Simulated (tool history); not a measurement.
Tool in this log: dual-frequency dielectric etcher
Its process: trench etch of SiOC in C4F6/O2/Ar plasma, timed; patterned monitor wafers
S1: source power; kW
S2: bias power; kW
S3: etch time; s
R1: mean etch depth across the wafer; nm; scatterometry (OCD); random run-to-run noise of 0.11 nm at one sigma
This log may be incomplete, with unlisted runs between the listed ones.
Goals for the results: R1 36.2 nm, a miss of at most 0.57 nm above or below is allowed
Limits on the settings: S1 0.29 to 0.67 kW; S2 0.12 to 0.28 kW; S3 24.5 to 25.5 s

Run 1, hour 0: S1 0.48 kW, S2 0.2 kW, S3 24.5 s. Result: R1 53.688 nm.
Run 2, hour 6.3: S1 0.43 kW, S2 0.181 kW, S3 24.5 s. Result: R1 48.591 nm.
Run 3, hour 8.5: S1 0.4 kW, S2 0.166 kW, S3 24.5 s. Result: R1 44.251 nm.
Run 4, hour 12.1: S1 0.4 kW, S2 0.166 kW, S3 24.5 s. Result: R1 44.264 nm.
Run 5, hour 14.2: S1 0.44 kW, S2 0.166 kW, S3 24.5 s. Result: R1 46.552 nm.
Run 6, hour 21: S1 0.44 kW, S2 0.166 kW, S3 24.5 s. Result: R1 46.75 nm.
Run 7, hour 28: S1 0.4 kW, S2 0.159 kW, S3 24.5 s. Result: R1 43.581 nm.
Run 8, hour 29.7: S1 0.37 kW, S2 0.154 kW, S3 24.5 s. Result: R1 40.9 nm.
Run 9, hour 37: S1 0.35 kW, S2 0.153 kW, S3 24.5 s. Result: R1 39.451 nm.
Run 10, hour 39.3: S1 0.34 kW, S2 0.153 kW, S3 24.5 s. Result: R1 38.917 nm.
Run 11, hour 47.8: S1 0.33 kW, S2 0.153 kW, S3 24.5 s. Result: R1 38.356 nm.
Run 12, hour 53.8: S1 0.32 kW, S2 0.153 kW, S3 24.5 s. Result: R1 37.731 nm.
Run 13, hour 62.1: S1 0.31 kW, S2 0.153 kW, S3 24.5 s. Result: R1 36.958 nm.
Run 14, hour 64.9: S1 0.29 kW, S2 0.151 kW, S3 24.5 s. Result: R1 35.375 nm.

Pick the move, out of 5, that brings all results within their allowed miss; only one does.
Run A, hour 67.7: S1 0.32 kW, S2 0.124 kW, S3 25.5 s. Result: R1 ?.
Run B, hour 67.7: S1 0.29 kW, S2 0.158 kW, S3 24.5 s. Result: R1 ?.
Run C, hour 67.7: S1 0.32 kW, S2 0.129 kW, S3 25 s. Result: R1 ?.
Run D, hour 67.7: S1 0.29 kW, S2 0.141 kW, S3 25 s. Result: R1 ?.
Run E, hour 67.7: S1 0.31 kW, S2 0.128 kW, S3 25.5 s. Result: R1 ?.

move      R1
   A  34.289
   B  36.184
   C  34.504
   D  34.474
   E  34.378
A: the biggest miss grows against the last run
B: all results land within tolerance of their targets
C: the biggest miss grows against the last run
D: the biggest miss grows against the last run
E: the biggest miss grows against the last run
Correct choice: B, which meets every target
